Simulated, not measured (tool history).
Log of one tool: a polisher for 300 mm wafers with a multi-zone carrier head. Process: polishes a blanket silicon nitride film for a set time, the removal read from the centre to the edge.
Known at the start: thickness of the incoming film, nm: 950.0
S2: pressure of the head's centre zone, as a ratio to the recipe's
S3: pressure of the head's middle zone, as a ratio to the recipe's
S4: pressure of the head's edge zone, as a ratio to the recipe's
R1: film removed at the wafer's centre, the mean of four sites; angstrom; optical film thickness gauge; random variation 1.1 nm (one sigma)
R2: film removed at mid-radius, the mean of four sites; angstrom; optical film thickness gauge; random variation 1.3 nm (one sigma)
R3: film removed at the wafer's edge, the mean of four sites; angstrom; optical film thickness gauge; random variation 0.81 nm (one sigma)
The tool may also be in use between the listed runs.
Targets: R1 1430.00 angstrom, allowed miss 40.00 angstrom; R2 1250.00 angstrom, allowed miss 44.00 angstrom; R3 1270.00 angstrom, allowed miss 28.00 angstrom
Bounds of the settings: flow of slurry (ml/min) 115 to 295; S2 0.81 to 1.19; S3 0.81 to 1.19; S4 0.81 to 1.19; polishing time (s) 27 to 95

{"run": 1, "hour": 0.0, "flow of slurry (ml/min)": 190, "S2": 1.0, "S3": 1.0, "S4": 1.0, "polishing time (s)": 61, "R1": 921.91, "R2": 929.96, "R3": 947.04}
{"run": 2, "hour": 8.3, "flow of slurry (ml/min)": 200, "S2": 1.03, "S3": 1.01, "S4": 1.02, "polishing time (s)": 63, "R1": 987.67, "R2": 978.76, "R3": 986.89}
{"run": 3, "hour": 14.6, "flow of slurry (ml/min)": 235, "S2": 1.03, "S3": 1.01, "S4": 1.02, "polishing time (s)": 63, "R1": 1011.7, "R2": 982.54, "R3": 1017.3}
{"run": 4, "hour": 15.3, "flow of slurry (ml/min)": 235, "S2": 1.03, "S3": 1.01, "S4": 1.02, "polishing time (s)": 76, "R1": 1235.8, "R2": 1186.3, "R3": 1222.4}
{"run": 5, "hour": 19.5, "flow of slurry (ml/min)": 275, "S2": 1.03, "S3": 1.01, "S4": 1.02, "polishing time (s)": 76, "R1": 1234.7, "R2": 1221.5, "R3": 1224.5}
{"run": 6, "hour": 20.4, "flow of slurry (ml/min)": 295, "S2": 1.03, "S3": 1.01, "S4": 1.02, "polishing time (s)": 76, "R1": 1251.1, "R2": 1230.9, "R3": 1238.4}
{"run": 7, "hour": 23.1, "flow of slurry (ml/min)": 295, "S2": 1.05, "S3": 1.01, "S4": 1.02, "polishing time (s)": 76, "R1": 1263.2, "R2": 1216.4, "R3": 1242.0}
{"run": 8, "hour": 26.2, "flow of slurry (ml/min)": 295, "S2": 1.07, "S3": 1.02, "S4": 1.02, "polishing time (s)": 76, "R1": 1295.6, "R2": 1239.7, "R3": 1249.8}
{"run": 9, "hour": 33.9, "flow of slurry (ml/min)": 295, "S2": 1.09, "S3": 1.02, "S4": 1.02, "polishing time (s)": 76, "R1": 1313.6, "R2": 1225.6, "R3": 1240.5}
{"run": 10, "hour": 35.9, "flow of slurry (ml/min)": 295, "S2": 1.09, "S3": 1.02, "S4": 1.02, "polishing time (s)": 76, "R1": 1319.1, "R2": 1248.9, "R3": 1245.7}
{"run": 11, "hour": 37.5, "flow of slurry (ml/min)": 295, "S2": 1.1, "S3": 1.02, "S4": 1.02, "polishing time (s)": 76, "R1": 1308.8, "R2": 1239.2, "R3": 1236.3}
{"run": 12, "hour": 40.0, "flow of slurry (ml/min)": 295, "S2": 1.11, "S3": 1.01, "S4": 1.02, "polishing time (s)": 76, "R1": 1332.8, "R2": 1242.1, "R3": 1231.5}
{"run": 13, "hour": 44.1, "flow of slurry (ml/min)": 295, "S2": 1.12, "S3": 1.0, "S4": 1.03, "polishing time (s)": 76, "R1": 1336.0, "R2": 1208.3, "R3": 1244.8}
{"run": 14, "hour": 48.6, "flow of slurry (ml/min)": 295, "S2": 1.13, "S3": 1.0, "S4": 1.03, "polishing time (s)": 76, "R1": 1346.8, "R2": 1199.9, "R3": 1249.6}

4 next moves are on the table. One of them brings every result within its allowed miss. Which?
{"run": "A", "hour": 53.1, "flow of slurry (ml/min)": 270, "S2": 1.07, "S3": 1.02, "S4": 1.06, "polishing time (s)": 74, "R1": "?", "R2": "?", "R3": "?"}
{"run": "B", "hour": 53.1, "flow of slurry (ml/min)": 250, "S2": 1.13, "S3": 0.91, "S4": 1.09, "polishing time (s)": 74, "R1": "?", "R2": "?", "R3": "?"}
{"run": "C", "hour": 53.1, "flow of slurry (ml/min)": 295, "S2": 1.19, "S3": 1.0, "S4": 1.03, "polishing time (s)": 78, "R1": "?", "R2": "?", "R3": "?"}
{"run": "D", "hour": 53.1, "flow of slurry (ml/min)": 245, "S2": 1.11, "S3": 0.95, "S4": 1.06, "polishing time (s)": 76, "R1": "?", "R2": "?", "R3": "?"}

move=A R1=1271.00 R2=1205.30 R3=1211.60
move=B R1=1305.60 R2=1085.50 R3=1222.40
move=C R1=1455.70 R2=1260.40 R3=1268.20
move=D R1=1321.40 R2=1152.90 R3=1235.10
A: further off than the last run
B: further off than the last run
C: meets every target
D: further off than the last run
Move C is the one to make.
